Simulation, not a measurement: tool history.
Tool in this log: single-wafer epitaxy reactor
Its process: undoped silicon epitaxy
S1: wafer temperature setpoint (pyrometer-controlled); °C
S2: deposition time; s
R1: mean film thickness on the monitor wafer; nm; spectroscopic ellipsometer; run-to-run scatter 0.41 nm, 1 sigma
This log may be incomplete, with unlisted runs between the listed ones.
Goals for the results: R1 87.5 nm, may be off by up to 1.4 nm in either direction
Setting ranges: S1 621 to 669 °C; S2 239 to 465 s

run	hour	S1	S2	R1
1	0	645	352	49.355
2	1.7	653	352	57.707
3	6.6	656	359	62.799
4	7.1	659	364	67.569
5	9.3	652	364	58.874
6	14.7	656	368	64.12
7	17.5	659	372	69.281
8	26	661	374	73.207
9	27.8	663	375	75.987
10	34.7	664	376	77.722
# hour 41.3: pyrometer calibrated
11	41.3	665	377	84.654
12	44	666	377	85.458

Exercise: of the 5 proposed moves below, exactly one satisfies all targets within the stated allowed misses. Which move is it?
A	46.7	666	384	?
B	46.7	661	398	?
C	46.7	665	372	?
D	46.7	667	356	?
E	46.7	667	354	?

move	R1
A	87.04
B	81.571
C	82.646
D	82.325
E	81.863
A: all results in spec
B: its largest miss is bigger than the last run's
C: its largest miss is bigger than the last run's
D: its largest miss is bigger than the last run's
E: its largest miss is bigger than the last run's
Correct choice: A, which meets every target

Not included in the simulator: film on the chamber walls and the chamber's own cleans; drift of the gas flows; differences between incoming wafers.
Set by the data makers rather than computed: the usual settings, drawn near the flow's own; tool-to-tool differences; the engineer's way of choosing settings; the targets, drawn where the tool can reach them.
